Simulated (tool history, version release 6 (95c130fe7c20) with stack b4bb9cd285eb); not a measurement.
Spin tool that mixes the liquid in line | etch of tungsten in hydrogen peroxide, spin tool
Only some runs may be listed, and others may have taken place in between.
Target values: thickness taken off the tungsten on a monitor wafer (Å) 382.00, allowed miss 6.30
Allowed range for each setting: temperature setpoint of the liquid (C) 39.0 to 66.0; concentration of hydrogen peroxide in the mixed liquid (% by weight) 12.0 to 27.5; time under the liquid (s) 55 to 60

run  hour  temperature setpoint of the liquid (C)  concentration of hydrogen peroxide in the mixed liquid (% by weight)  time under the liquid (s)  thickness taken off the tungsten on a monitor wafer (Å)
  1   0.0                                    55.0                                                                  18.5                         55                                                   853.46
  2   3.5                                    61.0                                                                  18.5                         55                                                  1201.20
  3  11.6                                    54.0                                                                  18.5                         55                                                   797.27
  4  14.7                                    50.0                                                                  18.5                         55                                                   624.86
  5  18.1                                    47.0                                                                  18.5                         55                                                   521.73
  6  26.3                                    45.0                                                                  18.5                         55                                                   462.81
  7  29.0                                    44.0                                                                  18.5                         55                                                   432.69
  8  35.1                                    44.0                                                                  18.5                         55                                                   429.90
  9  36.9                                    43.5                                                                  18.5                         55                                                   419.63
 10  40.4                                    43.0                                                                  18.5                         55                                                   404.35
 11  47.1                                    42.5                                                                  18.5                         55                                                   392.86
     50.3  -- peroxide flow meter replaced
 12  50.3                                    42.0                                                                  18.5                         55                                                   394.29

Next run, 5 choices. One meets every target within its allowed miss, the rest don't. Which?
  A  53.5                                    41.5                                                                  19.0                         55                                                        ?
  B  53.5                                    41.0                                                                  21.0                         55                                                        ?
  C  53.5                                    44.0                                                                  17.0                         55                                                        ?
  D  53.5                                    42.0                                                                  19.0                         55                                                        ?
  E  53.5                                    42.0                                                                  15.5                         60                                                        ?

move  thickness taken off the tungsten on a monitor wafer (Å)
   A                                                   383.90
   B                                                   390.78
   C                                                   426.10
   D                                                   396.46
   E                                                   390.64
A: each result inside its tolerance
B: closer than the last run, but not yet in spec
C: its largest miss is bigger than the last run's
D: its largest miss is bigger than the last run's
E: closer than the last run, but not yet in spec
The right move is A.
